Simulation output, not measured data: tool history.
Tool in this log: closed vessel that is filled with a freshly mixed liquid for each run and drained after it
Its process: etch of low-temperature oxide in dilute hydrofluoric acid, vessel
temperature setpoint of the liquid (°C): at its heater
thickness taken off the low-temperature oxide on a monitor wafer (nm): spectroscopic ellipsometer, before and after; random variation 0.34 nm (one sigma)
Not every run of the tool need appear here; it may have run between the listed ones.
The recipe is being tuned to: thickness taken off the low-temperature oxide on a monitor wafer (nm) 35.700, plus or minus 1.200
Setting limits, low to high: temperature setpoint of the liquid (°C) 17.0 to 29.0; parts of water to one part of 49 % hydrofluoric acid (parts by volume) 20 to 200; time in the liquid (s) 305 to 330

run	hour	temperature setpoint of the liquid (°C)	parts of water to one part of 49 % hydrofluoric acid (parts by volume)	time in the liquid (s)	thickness taken off the low-temperature oxide on a monitor wafer (nm)
1	0.0	21.0	110	305	60.359
2	1.1	21.0	145	305	45.006
3	5.7	20.0	150	305	40.780
4	13.1	20.0	120	305	53.598
# hour 14.3: hydrofluoric acid flow meter replaced
5	14.3	20.0	120	330	50.109
6	21.3	20.0	90	330	70.250
7	30.0	19.0	110	330	52.988
8	38.6	18.5	120	330	47.294
9	46.1	18.0	125	330	44.557

4 candidate next runs follow, results not yet known. Just one meets every target within its allowed miss. Identify it.
A	53.6	21.0	110	330	?
B	53.6	18.5	90	330	?
C	53.6	20.5	105	330	?
D	53.6	17.5	140	305	?

move	thickness taken off the low-temperature oxide on a monitor wafer (nm)
A	59.650
B	67.252
C	61.579
D	36.390
A: misses by more than the last run did
B: misses by more than the last run did
C: misses by more than the last run did
D: every result within its allowed miss
D is the move that brings every result within its allowed miss.
